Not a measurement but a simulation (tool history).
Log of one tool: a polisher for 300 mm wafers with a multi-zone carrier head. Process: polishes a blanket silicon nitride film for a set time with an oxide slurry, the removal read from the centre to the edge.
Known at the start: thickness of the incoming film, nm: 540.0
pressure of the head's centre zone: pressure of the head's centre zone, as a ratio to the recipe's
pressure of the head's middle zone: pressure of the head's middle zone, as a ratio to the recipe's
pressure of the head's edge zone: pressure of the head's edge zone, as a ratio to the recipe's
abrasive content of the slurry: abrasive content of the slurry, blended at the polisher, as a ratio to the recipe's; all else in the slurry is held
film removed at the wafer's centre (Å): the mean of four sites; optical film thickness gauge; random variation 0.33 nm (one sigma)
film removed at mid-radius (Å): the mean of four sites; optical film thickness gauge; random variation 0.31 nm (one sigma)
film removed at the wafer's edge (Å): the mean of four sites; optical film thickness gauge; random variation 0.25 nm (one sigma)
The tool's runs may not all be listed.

| run | hour | flow of slurry (ml/min) | pressure of the head's centre zone | pressure of the head's middle zone | pressure of the head's edge zone | abrasive content of the slurry | polishing time (s) | film removed at the wafer's centre (Å) | film removed at mid-radius (Å) | film removed at the wafer's edge (Å) |
|---|---|---|---|---|---|---|---|---|---|---|
| 1 | 0.0 | 185 | 1.00 | 1.00 | 1.00 | 1.00 | 57 | 296.87 | 296.73 | 294.85 |
| 2 | 1.9 | 185 | 1.00 | 0.96 | 1.00 | 1.00 | 57 | 297.04 | 292.74 | 298.10 |
| 3 | 2.6 | 215 | 1.00 | 0.96 | 1.00 | 1.00 | 57 | 297.17 | 291.42 | 305.01 |
| 4 | 6.7 | 215 | 1.00 | 0.95 | 0.99 | 0.95 | 57 | 291.03 | 287.37 | 290.24 |
| 5 | 8.9 | 215 | 1.00 | 0.95 | 1.06 | 0.95 | 57 | 296.47 | 282.03 | 304.58 |
| 6 | 10.8 | 215 | 1.00 | 0.94 | 1.05 | 0.90 | 57 | 286.16 | 268.34 | 285.92 |
| 7 | 13.5 | 215 | 0.99 | 0.93 | 1.04 | 0.85 | 57 | 265.90 | 259.07 | 274.89 |
| 8 | 14.9 | 195 | 1.04 | 0.84 | 0.94 | 0.65 | 55 | 215.07 | 178.96 | 199.37 |
| 9 | 23.1 | 245 | 1.00 | 0.94 | 0.97 | 0.65 | 55 | 207.92 | 199.75 | 209.39 |

Run 10 comes next. What will it give?
| 10 | 30.1 | 245 | 1.01 | 0.95 | 0.97 | 0.65 | 55 | ? | ? | ? |

{"run 10": {"film removed at the wafer's centre (Å)": 207.62, "film removed at mid-radius (Å)": 200.94, "film removed at the wafer's edge (Å)": 207.61}}
